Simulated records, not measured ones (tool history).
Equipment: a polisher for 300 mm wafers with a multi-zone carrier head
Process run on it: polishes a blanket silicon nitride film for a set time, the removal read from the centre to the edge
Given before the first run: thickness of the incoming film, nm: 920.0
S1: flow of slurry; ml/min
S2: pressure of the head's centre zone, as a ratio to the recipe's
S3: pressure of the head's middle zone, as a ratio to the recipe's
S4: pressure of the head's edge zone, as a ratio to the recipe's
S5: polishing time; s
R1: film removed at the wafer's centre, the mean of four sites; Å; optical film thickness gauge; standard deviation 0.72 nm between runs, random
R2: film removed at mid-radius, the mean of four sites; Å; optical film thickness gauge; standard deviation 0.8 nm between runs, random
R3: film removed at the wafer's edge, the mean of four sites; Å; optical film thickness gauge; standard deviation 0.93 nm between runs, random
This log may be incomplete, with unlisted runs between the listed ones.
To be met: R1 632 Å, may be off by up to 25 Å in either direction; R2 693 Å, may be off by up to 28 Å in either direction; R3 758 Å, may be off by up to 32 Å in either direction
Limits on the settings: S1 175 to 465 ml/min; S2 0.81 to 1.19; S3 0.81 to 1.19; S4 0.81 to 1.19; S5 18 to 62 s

run	hour	S1	S2	S3	S4	S5	R1	R2	R3
1	0	295	1	1	1	40	880.39	833.05	848.49
2	1.1	285	0.95	0.98	1.01	39	806.6	805.2	825.61
3	3.1	280	0.91	0.95	1.02	38	749.93	751.9	802.03
4	4.6	280	0.91	0.95	1.02	46	900.79	936.15	997.13
5	7	270	0.88	0.94	1.02	43	820.82	854.02	907.67
6	7.8	270	0.88	0.94	1.06	43	803.26	848.72	915.51
7	15.4	265	0.86	0.93	1.06	41	758.7	797.32	891.01
8	21.4	260	0.85	0.93	1.05	39	714.06	764.49	846.77
9	27.9	260	0.84	0.93	1.04	38	684.64	736.23	817.47

Consider the 4 candidate settings below. Which is the only one whose results all fall within their allowed miss of target?
A	34.4	305	1	0.97	0.95	35	?	?	?
B	34.4	270	0.81	0.88	1.16	43	?	?	?
C	34.4	260	0.81	1.11	1.01	35	?	?	?
D	34.4	305	0.85	0.96	1.1	34	?	?	?

move	R1	R2	R3
A	771.59	708.3	735.3
B	756.46	793.94	989.9
C	614.17	783.11	747.22
D	636.21	682.49	767.42
A: misses by more than the last run did
B: misses by more than the last run did
C: puts the biggest miss on target and leaves a different result outside tolerance
D: in spec on every target
D meets every target.
